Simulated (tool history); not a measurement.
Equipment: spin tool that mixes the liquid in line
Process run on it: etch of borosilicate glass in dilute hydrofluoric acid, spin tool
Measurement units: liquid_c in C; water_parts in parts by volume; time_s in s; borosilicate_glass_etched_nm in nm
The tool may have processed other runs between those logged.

run 1 hour=0.0 | liquid_c=23.0 water_parts=245 time_s=15 | borosilicate_glass_etched_nm=1.49800
run 2 hour=5.7 | liquid_c=22.5 water_parts=255 time_s=15 | borosilicate_glass_etched_nm=1.41520
run 3 hour=8.2 | liquid_c=22.5 water_parts=255 time_s=15 | borosilicate_glass_etched_nm=1.39730
run 4 hour=11.6 | liquid_c=25.5 water_parts=255 time_s=15 | borosilicate_glass_etched_nm=1.56370
run 5 hour=14.5 | liquid_c=24.5 water_parts=260 time_s=15 | borosilicate_glass_etched_nm=1.48080
run 6 hour=22.5 | liquid_c=26.0 water_parts=260 time_s=15 | borosilicate_glass_etched_nm=1.53560
run 7 hour=27.5 | liquid_c=25.0 water_parts=270 time_s=15 | borosilicate_glass_etched_nm=1.42110
run 8 hour=29.7 | liquid_c=24.0 water_parts=275 time_s=15 | borosilicate_glass_etched_nm=1.34360
run 9 hour=30.8 | liquid_c=23.0 water_parts=280 time_s=15 | borosilicate_glass_etched_nm=1.27110
run 10 hour=39.1 | liquid_c=22.5 water_parts=285 time_s=15 | borosilicate_glass_etched_nm=1.21530
run 11 hour=40.4 | liquid_c=22.0 water_parts=290 time_s=15 | borosilicate_glass_etched_nm=1.16850
run 12 hour=48.0 | liquid_c=21.5 water_parts=295 time_s=15 | borosilicate_glass_etched_nm=1.13350
run 13 hour=49.7 | liquid_c=21.0 water_parts=300 time_s=15 | borosilicate_glass_etched_nm=1.07860
run 14 hour=54.3 | liquid_c=20.5 water_parts=300 time_s=15 | borosilicate_glass_etched_nm=1.05770
run 15 hour=60.3 | liquid_c=20.0 water_parts=300 time_s=15 | borosilicate_glass_etched_nm=1.04390
run 16 hour=62.5 | liquid_c=19.5 water_parts=300 time_s=15 | borosilicate_glass_etched_nm=1.02080
run 17 hour=70.1 | liquid_c=19.5 water_parts=300 time_s=15 | borosilicate_glass_etched_nm=1.01980

Run 18 comes next. What will it give?
run 18 hour=74.0 | liquid_c=19.0 water_parts=300 time_s=15 | borosilicate_glass_etched_nm=?

{"run 18": {"borosilicate_glass_etched_nm": 0.99769}}

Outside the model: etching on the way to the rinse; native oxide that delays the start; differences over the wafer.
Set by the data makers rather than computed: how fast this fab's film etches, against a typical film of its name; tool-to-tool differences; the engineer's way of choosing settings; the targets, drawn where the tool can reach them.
